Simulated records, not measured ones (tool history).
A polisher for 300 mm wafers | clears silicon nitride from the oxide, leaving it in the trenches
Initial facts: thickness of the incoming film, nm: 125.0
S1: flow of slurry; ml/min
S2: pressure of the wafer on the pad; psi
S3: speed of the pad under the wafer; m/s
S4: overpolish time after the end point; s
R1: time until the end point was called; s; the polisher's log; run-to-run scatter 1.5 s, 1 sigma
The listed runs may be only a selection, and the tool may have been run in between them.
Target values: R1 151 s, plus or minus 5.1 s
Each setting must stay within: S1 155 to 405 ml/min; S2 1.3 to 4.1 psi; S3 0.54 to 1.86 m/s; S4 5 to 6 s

Run 1, hour 0: S1 260 ml/min, S2 2.7 psi, S3 1.18 m/s, S4 6 s. Result: R1 114.48 s.
Run 2, hour 8.5: S1 260 ml/min, S2 2.6 psi, S3 1.18 m/s, S4 6 s. Result: R1 115.36 s.
Run 3, hour 10.6: S1 260 ml/min, S2 2.5 psi, S3 1.18 m/s, S4 6 s. Result: R1 123.1 s.
Run 4, hour 13.9: S1 260 ml/min, S2 2.5 psi, S3 1.18 m/s, S4 6 s. Result: R1 123.08 s.
Run 5, hour 21.5: S1 260 ml/min, S2 2.5 psi, S3 1.18 m/s, S4 5 s. Result: R1 123.37 s.
Run 6, hour 28.6: S1 260 ml/min, S2 2.5 psi, S3 1.18 m/s, S4 6 s. Result: R1 122.68 s.
Run 7, hour 32.2: S1 260 ml/min, S2 2.4 psi, S3 1.18 m/s, S4 6 s. Result: R1 127.74 s.
Run 8, hour 35.7: S1 255 ml/min, S2 1.9 psi, S3 1.18 m/s, S4 6 s. Result: R1 161.34 s.

Consider the 5 candidate settings below. Which is the only one whose results all fall within their allowed miss of target?
Run A, hour 39.2: S1 225 ml/min, S2 2 psi, S3 1.06 m/s, S4 6 s. Result: R1 ?.
Run B, hour 39.2: S1 290 ml/min, S2 1.8 psi, S3 1.3 m/s, S4 6 s. Result: R1 ?.
Run C, hour 39.2: S1 235 ml/min, S2 2 psi, S3 1.14 m/s, S4 5 s. Result: R1 ?.
Run D, hour 39.2: S1 310 ml/min, S2 1.7 psi, S3 1.28 m/s, S4 6 s. Result: R1 ?.
Run E, hour 39.2: S1 200 ml/min, S2 2 psi, S3 1.32 m/s, S4 5 s. Result: R1 ?.

move      R1
   A  171.69
   B  150.78
   C   159.1
   D  160.31
   E  141.17
A: further off than the last run
B: every result within its allowed miss
C: closer than the last run, but not yet in spec
D: closer than the last run, but not yet in spec
E: takes the biggest miss from the last run beyond its target
Answer: B

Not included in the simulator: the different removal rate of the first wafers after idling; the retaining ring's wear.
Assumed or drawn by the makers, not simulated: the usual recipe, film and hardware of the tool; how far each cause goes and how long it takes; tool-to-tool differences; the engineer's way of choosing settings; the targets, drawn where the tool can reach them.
